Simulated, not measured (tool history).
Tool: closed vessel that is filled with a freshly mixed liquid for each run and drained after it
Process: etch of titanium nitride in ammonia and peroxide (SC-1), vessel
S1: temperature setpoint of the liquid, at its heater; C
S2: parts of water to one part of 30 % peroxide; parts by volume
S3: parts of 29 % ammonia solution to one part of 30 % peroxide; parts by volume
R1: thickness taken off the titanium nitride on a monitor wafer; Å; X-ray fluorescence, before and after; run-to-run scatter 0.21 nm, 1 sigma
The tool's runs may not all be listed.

Run 1, hour 0: S1 48 C, S2 12.5 parts by volume, S3 0.95 parts by volume, time in the liquid (s) 305. Result: R1 175.79 Å.
Run 2, hour 5.6: S1 48 C, S2 16.5 parts by volume, S3 0.95 parts by volume, time in the liquid (s) 305. Result: R1 151.02 Å.
Run 3, hour 7.2: S1 52 C, S2 16.5 parts by volume, S3 0.95 parts by volume, time in the liquid (s) 305. Result: R1 196.82 Å.
Run 4, hour 10.7: S1 52 C, S2 16.5 parts by volume, S3 0.7 parts by volume, time in the liquid (s) 305. Result: R1 187.17 Å.
Run 5, hour 14.3: S1 52 C, S2 16.5 parts by volume, S3 0.7 parts by volume, time in the liquid (s) 305. Result: R1 187.06 Å.
Run 6, hour 22.2: S1 47.5 C, S2 16.5 parts by volume, S3 0.7 parts by volume, time in the liquid (s) 305. Result: R1 138.61 Å.
Run 7, hour 31: S1 48.5 C, S2 16.5 parts by volume, S3 0.7 parts by volume, time in the liquid (s) 305. Result: R1 148.38 Å.
Run 8, hour 36.6: S1 49.5 C, S2 16.5 parts by volume, S3 0.7 parts by volume, time in the liquid (s) 305. Result: R1 158.31 Å.
Run 9, hour 44.5: S1 50.5 C, S2 16.5 parts by volume, S3 0.7 parts by volume, time in the liquid (s) 305. Result: R1 170.19 Å.
Run 10, hour 46.1: S1 50.5 C, S2 16.5 parts by volume, S3 0.7 parts by volume, time in the liquid (s) 305. Result: R1 172.67 Å.

Run 11 comes next. What will it give?
Run 11, hour 50.5: S1 51.5 C, S2 16.5 parts by volume, S3 0.7 parts by volume, time in the liquid (s) 305. Result: R1 ?.

{"run 11": {"R1": 181.62}}
